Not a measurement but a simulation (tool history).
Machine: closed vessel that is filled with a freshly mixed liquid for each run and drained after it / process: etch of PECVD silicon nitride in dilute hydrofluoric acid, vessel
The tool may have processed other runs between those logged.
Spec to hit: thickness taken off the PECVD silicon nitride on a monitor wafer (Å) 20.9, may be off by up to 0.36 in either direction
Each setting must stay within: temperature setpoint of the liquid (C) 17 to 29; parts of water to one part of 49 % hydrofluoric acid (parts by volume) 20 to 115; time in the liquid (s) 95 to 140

run,hour,temperature setpoint of the liquid (C),parts of water to one part of 49 % hydrofluoric acid (parts by volume),time in the liquid (s),thickness taken off the PECVD silicon nitride on a monitor wafer (Å)
1,0,21,65,140,46.955
2,6.1,20.5,70,140,42.274
3,10,20.5,70,95,28.646
4,16.3,20,70,95,27.627
5,18.6,23,70,95,33.78
6,24,22,70,95,31.718
7,29.6,18,75,95,22.476
8,37.3,18,75,95,22.753

4 candidate next runs follow, results not yet known. Just one meets every target within its allowed miss. Identify it.
A,45,17,80,95,?
B,45,18,95,135,?
C,45,18.5,80,105,?
D,45,17,80,100,?

move,thickness taken off the PECVD silicon nitride on a monitor wafer (Å)
A,19.762
B,25.453
C,24.226
D,20.803
A: takes the result that was furthest off past its target
B: further off than the last run
C: further off than the last run
D: in spec on every target
So the answer is move D, the one that meets all the targets.
